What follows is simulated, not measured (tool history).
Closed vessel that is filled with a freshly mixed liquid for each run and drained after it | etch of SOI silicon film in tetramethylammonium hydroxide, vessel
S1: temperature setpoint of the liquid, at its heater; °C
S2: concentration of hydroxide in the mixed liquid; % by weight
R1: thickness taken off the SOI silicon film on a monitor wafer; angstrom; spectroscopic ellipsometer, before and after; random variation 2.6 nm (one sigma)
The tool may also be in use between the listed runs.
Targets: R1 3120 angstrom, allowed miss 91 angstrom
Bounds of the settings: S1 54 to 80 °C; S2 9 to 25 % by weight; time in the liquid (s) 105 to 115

Run 1, hour 0: S1 67 °C, S2 17 % by weight, time in the liquid (s) 105. Result: R1 5243.3 angstrom.
Run 2, hour 6.2: S1 64.5 °C, S2 17 % by weight, time in the liquid (s) 105. Result: R1 4542.7 angstrom.
Run 3, hour 12.1: S1 62.5 °C, S2 17 % by weight, time in the liquid (s) 105. Result: R1 4022.1 angstrom.
Run 4, hour 14.7: S1 68 °C, S2 17 % by weight, time in the liquid (s) 105. Result: R1 5586.4 angstrom.
Run 5, hour 18.2: S1 65 °C, S2 17 % by weight, time in the liquid (s) 105. Result: R1 4658.4 angstrom.
Run 6, hour 27: S1 61 °C, S2 17 % by weight, time in the liquid (s) 105. Result: R1 3655.4 angstrom.
Run 7, hour 29.7: S1 60 °C, S2 17 % by weight, time in the liquid (s) 105. Result: R1 3431.8 angstrom.
Run 8, hour 33.3: S1 59.5 °C, S2 17 % by weight, time in the liquid (s) 105. Result: R1 3354.4 angstrom.
Run 9, hour 37.4: S1 59 °C, S2 17 % by weight, time in the liquid (s) 105. Result: R1 3228.5 angstrom.

Which of these 4 next moves meets every target?
Run A, hour 41.5: S1 56 °C, S2 14 % by weight, time in the liquid (s) 105. Result: R1 ?.
Run B, hour 41.5: S1 56.5 °C, S2 18 % by weight, time in the liquid (s) 115. Result: R1 ?.
Run C, hour 41.5: S1 60 °C, S2 21 % by weight, time in the liquid (s) 105. Result: R1 ?.
Run D, hour 41.5: S1 57 °C, S2 16 % by weight, time in the liquid (s) 105. Result: R1 ?.

move      R1
   A  2855.1
   B  2915.1
   C  3098.8
   D  2871.7
A: takes the result that was furthest off past its target
B: takes the result that was furthest off past its target
C: meets every target
D: takes the result that was furthest off past its target
The right move is C.
